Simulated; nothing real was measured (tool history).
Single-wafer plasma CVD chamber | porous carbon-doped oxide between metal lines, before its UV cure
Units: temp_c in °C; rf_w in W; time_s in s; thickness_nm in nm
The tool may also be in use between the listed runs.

{"run": 1, "day": 0.0, "temp_c": 285, "rf_w": 625, "time_s": 25.7, "thickness_nm": 171.67}
{"run": 2, "day": 0.15, "temp_c": 285, "rf_w": 625, "time_s": 25.7, "thickness_nm": 172.52}
{"run": 3, "day": 0.417, "temp_c": 282, "rf_w": 630, "time_s": 25.7, "thickness_nm": 176.19}
{"run": 4, "day": 0.458, "temp_c": 279, "rf_w": 635, "time_s": 25.7, "thickness_nm": 178.32}
{"run": 5, "day": 0.679, "temp_c": 277, "rf_w": 645, "time_s": 25.7, "thickness_nm": 184.07}
{"run": 6, "day": 0.954, "temp_c": 286, "rf_w": 645, "time_s": 25.7, "thickness_nm": 175.97}
{"run": 7, "day": 1.138, "temp_c": 286, "rf_w": 645, "time_s": 25.7, "thickness_nm": 174.72}

Run 8 comes next. What will it give?
{"run": 8, "day": 1.212, "temp_c": 283, "rf_w": 650, "time_s": 25.7, "thickness_nm": "?"}

{"run 8": {"thickness_nm": 179.79}}
